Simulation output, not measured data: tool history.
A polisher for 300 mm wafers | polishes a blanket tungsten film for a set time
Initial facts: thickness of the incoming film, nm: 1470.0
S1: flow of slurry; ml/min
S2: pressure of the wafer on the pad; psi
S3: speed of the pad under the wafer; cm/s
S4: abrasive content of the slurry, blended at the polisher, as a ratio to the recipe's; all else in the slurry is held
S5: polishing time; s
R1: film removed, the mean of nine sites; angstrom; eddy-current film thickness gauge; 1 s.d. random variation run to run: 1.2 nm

run	hour	S1	S2	S3	S4	S5	R1
1	0	265	2.4	94	1	89	2775.8
2	3	265	2.2	88	1	89	2358.3
3	8.9	265	2	84	1	89	2070.1
4	15	265	1.8	82	1	89	1790.3
5	19	265	1.8	82	1	94	1895.2
6	25.8	265	1.7	80	1	94	1749.6

Run 7 comes next. What will it give?
7	34.5	265	1.6	78	1	94	?

Run 7 measured R1 1606.6 angstrom.
